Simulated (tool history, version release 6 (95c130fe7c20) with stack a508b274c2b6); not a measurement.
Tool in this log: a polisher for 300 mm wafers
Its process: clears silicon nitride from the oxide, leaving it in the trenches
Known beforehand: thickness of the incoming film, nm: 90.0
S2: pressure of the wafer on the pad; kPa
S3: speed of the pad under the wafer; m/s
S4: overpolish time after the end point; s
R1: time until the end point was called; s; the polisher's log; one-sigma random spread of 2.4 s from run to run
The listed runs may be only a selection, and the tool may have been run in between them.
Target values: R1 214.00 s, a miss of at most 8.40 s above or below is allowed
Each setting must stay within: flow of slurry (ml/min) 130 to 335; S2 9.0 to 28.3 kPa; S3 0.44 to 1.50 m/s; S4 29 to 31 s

run 1 hour=0.0 | flow_of_slurry_(ml/min)=215 S2=18.6 S3=0.96 S4=29 | R1=107.85
run 2 hour=6.4 | flow_of_slurry_(ml/min)=215 S2=16.5 S3=0.92 S4=29 | R1=124.22
run 3 hour=15.0 | flow_of_slurry_(ml/min)=245 S2=16.5 S3=0.92 S4=29 | R1=122.92
run 4 hour=16.0 | flow_of_slurry_(ml/min)=245 S2=15.2 S3=0.88 S4=29 | R1=136.95
run 5 hour=22.8 | flow_of_slurry_(ml/min)=245 S2=15.2 S3=0.88 S4=31 | R1=134.01
run 6 hour=24.2 | flow_of_slurry_(ml/min)=245 S2=13.8 S3=0.84 S4=31 | R1=152.37
run 7 hour=31.3 | flow_of_slurry_(ml/min)=245 S2=12.4 S3=0.82 S4=31 | R1=167.47
run 8 hour=34.2 | flow_of_slurry_(ml/min)=240 S2=11.7 S3=0.80 S4=31 | R1=176.40
run 9 hour=37.0 | flow_of_slurry_(ml/min)=240 S2=11.0 S3=0.78 S4=31 | R1=193.43
run 10 hour=41.6 | flow_of_slurry_(ml/min)=235 S2=11.0 S3=0.78 S4=31 | R1=192.93
run 11 hour=42.1 | flow_of_slurry_(ml/min)=225 S2=11.0 S3=0.78 S4=31 | R1=184.60

Exactly one of the 5 candidate moves below puts every result within its allowed miss. Which one?
run A hour=42.6 | flow_of_slurry_(ml/min)=245 S2=11.0 S3=0.82 S4=29 | R1=?
run B hour=42.6 | flow_of_slurry_(ml/min)=185 S2=11.7 S3=1.00 S4=30 | R1=?
run C hour=42.6 | flow_of_slurry_(ml/min)=275 S2=14.5 S3=0.56 S4=29 | R1=?
run D hour=42.6 | flow_of_slurry_(ml/min)=195 S2=12.4 S3=0.92 S4=31 | R1=?
run E hour=42.6 | flow_of_slurry_(ml/min)=230 S2=13.8 S3=0.88 S4=30 | R1=?

move=A R1=181.35
move=B R1=149.73
move=C R1=216.21
move=D R1=155.24
move=E R1=147.81
A: the biggest miss grows against the last run
B: the biggest miss grows against the last run
C: every result within its allowed miss
D: the biggest miss grows against the last run
E: the biggest miss grows against the last run
Answer: C

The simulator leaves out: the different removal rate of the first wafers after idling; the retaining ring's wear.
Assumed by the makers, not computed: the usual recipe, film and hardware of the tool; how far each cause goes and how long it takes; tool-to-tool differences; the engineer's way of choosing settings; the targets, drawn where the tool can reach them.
